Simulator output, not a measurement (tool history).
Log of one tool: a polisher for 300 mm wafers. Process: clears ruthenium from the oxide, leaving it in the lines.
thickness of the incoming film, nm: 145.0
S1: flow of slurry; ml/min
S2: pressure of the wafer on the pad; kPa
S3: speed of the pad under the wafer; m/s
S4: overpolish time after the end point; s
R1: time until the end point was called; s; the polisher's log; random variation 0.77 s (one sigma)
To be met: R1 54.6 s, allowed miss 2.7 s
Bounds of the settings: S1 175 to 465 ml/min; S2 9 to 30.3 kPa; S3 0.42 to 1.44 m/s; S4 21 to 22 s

{"run": 1, "hour": 0.0, "S1": 295, "S2": 19.3, "S3": 0.92, "S4": 21, "R1": 87.655}
{"run": 2, "hour": 5.8, "S1": 295, "S2": 19.3, "S3": 0.72, "S4": 21, "R1": 109.79}
{"run": 3, "hour": 7.2, "S1": 295, "S2": 19.3, "S3": 0.72, "S4": 21, "R1": 108.36}
{"run": 4, "hour": 8.3, "S1": 295, "S2": 19.3, "S3": 0.72, "S4": 22, "R1": 110.93}
{"run": 5, "hour": 16.4, "S1": 295, "S2": 15.2, "S3": 0.72, "S4": 22, "R1": 140.93}
{"hour": 24.6, "done": "slurry nozzle cleaned"}
{"run": 6, "hour": 24.6, "S1": 295, "S2": 15.2, "S3": 0.72, "S4": 21, "R1": 132.21}
{"run": 7, "hour": 32.7, "S1": 295, "S2": 17.2, "S3": 0.74, "S4": 21, "R1": 114.13}
{"run": 8, "hour": 36.3, "S1": 295, "S2": 19.3, "S3": 0.76, "S4": 21, "R1": 96.942}
{"run": 9, "hour": 40.4, "S1": 295, "S2": 24.8, "S3": 0.8, "S4": 21, "R1": 74.595}
{"run": 10, "hour": 49.2, "S1": 295, "S2": 25.5, "S3": 0.8, "S4": 21, "R1": 71.116}
{"run": 11, "hour": 52.7, "S1": 295, "S2": 26.2, "S3": 0.8, "S4": 21, "R1": 71.045}
{"run": 12, "hour": 54.3, "S1": 295, "S2": 26.9, "S3": 0.8, "S4": 21, "R1": 67.465}
{"run": 13, "hour": 58.7, "S1": 295, "S2": 30.3, "S3": 0.82, "S4": 21, "R1": 59.911}
{"run": 14, "hour": 61.9, "S1": 295, "S2": 30.3, "S3": 0.84, "S4": 21, "R1": 59.642}

Which of these 4 next moves meets every target?
{"run": "A", "hour": 65.1, "S1": 275, "S2": 30.3, "S3": 0.76, "S4": 21, "R1": "?"}
{"run": "B", "hour": 65.1, "S1": 375, "S2": 29, "S3": 0.78, "S4": 21, "R1": "?"}
{"run": "C", "hour": 65.1, "S1": 175, "S2": 30.3, "S3": 0.96, "S4": 21, "R1": "?"}
{"run": "D", "hour": 65.1, "S1": 300, "S2": 27.6, "S3": 0.84, "S4": 21, "R1": "?"}

move=A R1=65.53
move=B R1=64.997
move=C R1=55.843
move=D R1=64.724
A: further off than the last run
B: further off than the last run
C: meets every target
D: further off than the last run
The right move is C.
